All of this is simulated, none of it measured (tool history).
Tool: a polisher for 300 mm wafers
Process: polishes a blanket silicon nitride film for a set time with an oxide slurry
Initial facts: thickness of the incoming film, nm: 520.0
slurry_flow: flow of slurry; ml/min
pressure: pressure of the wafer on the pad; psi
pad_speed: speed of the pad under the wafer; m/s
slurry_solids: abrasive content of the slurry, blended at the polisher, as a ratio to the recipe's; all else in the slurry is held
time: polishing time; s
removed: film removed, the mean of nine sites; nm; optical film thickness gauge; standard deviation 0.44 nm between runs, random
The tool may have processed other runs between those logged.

run	day	slurry_flow	pressure	pad_speed	slurry_solids	time	removed
1	0.000	155	2.7	1.38	1.0	110	55.548
2	0.025	150	2.5	1.38	1.0	110	52.227
3	0.179	150	2.5	1.38	1.1	110	53.893
4	0.404	150	2.0	1.38	1.1	110	46.117
5	0.612	150	2.4	1.38	1.1	110	52.657
6	0.825	150	2.4	1.38	1.2	110	54.482
7	0.975	145	2.2	1.38	1.2	110	49.343
# day 1.162: slurry nozzle cleaned
8	1.162	120	1.9	1.38	1.2	110	49.823
9	1.238	135	1.9	1.38	1.2	110	51.084
10	1.521	150	1.7	1.38	1.2	110	47.377

Expected results for the next run?
11	1.817	150	1.6	1.38	1.2	110	?

removed: 46.674 nm
